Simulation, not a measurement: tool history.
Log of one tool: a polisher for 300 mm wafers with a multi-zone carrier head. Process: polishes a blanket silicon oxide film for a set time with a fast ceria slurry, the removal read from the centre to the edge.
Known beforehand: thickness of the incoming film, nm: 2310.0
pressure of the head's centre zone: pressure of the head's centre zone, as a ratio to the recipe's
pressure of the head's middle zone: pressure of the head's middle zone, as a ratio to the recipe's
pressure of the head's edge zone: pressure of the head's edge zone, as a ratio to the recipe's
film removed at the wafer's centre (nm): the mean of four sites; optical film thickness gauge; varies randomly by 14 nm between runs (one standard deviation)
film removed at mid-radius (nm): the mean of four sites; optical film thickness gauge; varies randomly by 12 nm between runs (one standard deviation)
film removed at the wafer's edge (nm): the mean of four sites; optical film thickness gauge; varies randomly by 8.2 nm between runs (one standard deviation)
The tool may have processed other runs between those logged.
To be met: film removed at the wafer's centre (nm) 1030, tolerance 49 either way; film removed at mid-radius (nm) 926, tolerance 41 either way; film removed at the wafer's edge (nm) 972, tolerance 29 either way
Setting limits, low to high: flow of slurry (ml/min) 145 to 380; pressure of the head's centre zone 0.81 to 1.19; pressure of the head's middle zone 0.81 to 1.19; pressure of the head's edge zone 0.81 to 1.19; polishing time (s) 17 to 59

| run | hour | flow of slurry (ml/min) | pressure of the head's centre zone | pressure of the head's middle zone | pressure of the head's edge zone | polishing time (s) | film removed at the wafer's centre (nm) | film removed at mid-radius (nm) | film removed at the wafer's edge (nm) |
|---|---|---|---|---|---|---|---|---|---|
| 1 | 0 | 245 | 1 | 1 | 1 | 38 | 742.81 | 717.84 | 725.12 |
| 2 | 6.5 | 250 | 1.02 | 1.01 | 1.02 | 39 | 772.79 | 746.29 | 765.57 |
| 3 | 13.2 | 255 | 1.05 | 1.02 | 1.03 | 40 | 808.54 | 770.39 | 789.21 |
| 4 | 18.4 | 260 | 1.07 | 1.03 | 1.04 | 41 | 818.17 | 795.99 | 809.89 |
| 5 | 21.2 | 305 | 1.07 | 1.03 | 1.04 | 41 | 831.95 | 802.75 | 814.43 |
| 6 | 28 | 340 | 1.07 | 1.03 | 1.04 | 41 | 865.48 | 820.6 | 825.56 |
| 7 | 29.8 | 340 | 1.08 | 1.03 | 1.05 | 42 | 858.91 | 810.07 | 857.2 |
| 8 | 33.9 | 340 | 1.08 | 1.03 | 1.05 | 42 | 896.4 | 842.7 | 856.02 |
| 9 | 40 | 340 | 1.09 | 1.03 | 1.06 | 43 | 913.48 | 861.13 | 873.2 |
| 10 | 41.7 | 340 | 1.1 | 1.02 | 1.07 | 44 | 933.68 | 871.43 | 900.46 |

Which single option among these 5 for the next run brings every result within its allowed miss of target? Just one does.
| A | 43.4 | 365 | 0.92 | 0.82 | 1.19 | 47 | ? | ? | ? |
| B | 43.4 | 280 | 0.99 | 1.11 | 1.19 | 41 | ? | ? | ? |
| C | 43.4 | 360 | 1.16 | 1.08 | 1.12 | 46 | ? | ? | ? |
| D | 43.4 | 345 | 0.92 | 0.94 | 1.19 | 44 | ? | ? | ? |
| E | 43.4 | 335 | 0.97 | 1.19 | 1.03 | 42 | ? | ? | ? |

| move | film removed at the wafer's centre (nm) | film removed at mid-radius (nm) | film removed at the wafer's edge (nm) |
|---|---|---|---|
| A | 891.63 | 819.32 | 1024.5 |
| B | 796.77 | 811.74 | 875.86 |
| C | 1022.3 | 917.32 | 968.89 |
| D | 830.98 | 815.04 | 954.88 |
| E | 820.2 | 878.25 | 843.77 |
A: carries the result that was furthest off beyond its target, to the other side
B: the biggest miss grows against the last run
C: each result inside its tolerance
D: puts the biggest miss on target and leaves a different result outside tolerance
E: the biggest miss grows against the last run
Move C is the one to make.

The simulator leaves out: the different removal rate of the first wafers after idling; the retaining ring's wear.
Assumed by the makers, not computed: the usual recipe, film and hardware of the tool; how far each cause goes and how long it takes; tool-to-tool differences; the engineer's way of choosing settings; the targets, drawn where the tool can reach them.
